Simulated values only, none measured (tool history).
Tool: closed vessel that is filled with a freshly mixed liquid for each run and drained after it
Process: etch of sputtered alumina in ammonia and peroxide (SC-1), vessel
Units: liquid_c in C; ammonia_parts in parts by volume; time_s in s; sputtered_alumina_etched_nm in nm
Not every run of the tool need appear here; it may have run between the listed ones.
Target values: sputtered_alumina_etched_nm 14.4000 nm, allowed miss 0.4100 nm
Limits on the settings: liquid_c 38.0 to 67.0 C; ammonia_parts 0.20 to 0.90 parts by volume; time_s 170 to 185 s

run	day	liquid_c	ammonia_parts	time_s	sputtered_alumina_etched_nm
1	0.000	51.0	0.50	170	9.8151
2	0.062	51.0	0.50	185	10.7030
3	0.308	51.0	0.50	170	9.8260
4	0.592	53.5	0.50	170	11.3070
5	0.642	53.5	0.40	170	11.0190
6	0.767	55.0	0.40	170	11.9990
7	0.983	56.0	0.40	170	12.6920
8	1.046	57.0	0.40	170	13.4820
9	1.417	57.5	0.40	170	13.6160

Exactly one of the 4 candidate moves below puts every result within its allowed miss. Which one?
A	1.788	57.5	0.50	175	?
B	1.788	56.0	0.60	170	?
C	1.788	56.0	0.40	180	?
D	1.788	59.0	0.75	170	?

move	sputtered_alumina_etched_nm
A	14.3870
B	13.1430
C	13.3920
D	15.6990
A: all results land within tolerance of their targets
B: moves away from the targets compared with the last run
C: moves away from the targets compared with the last run
D: takes the biggest miss from the last run beyond its target
A is the move that brings every result within its allowed miss.

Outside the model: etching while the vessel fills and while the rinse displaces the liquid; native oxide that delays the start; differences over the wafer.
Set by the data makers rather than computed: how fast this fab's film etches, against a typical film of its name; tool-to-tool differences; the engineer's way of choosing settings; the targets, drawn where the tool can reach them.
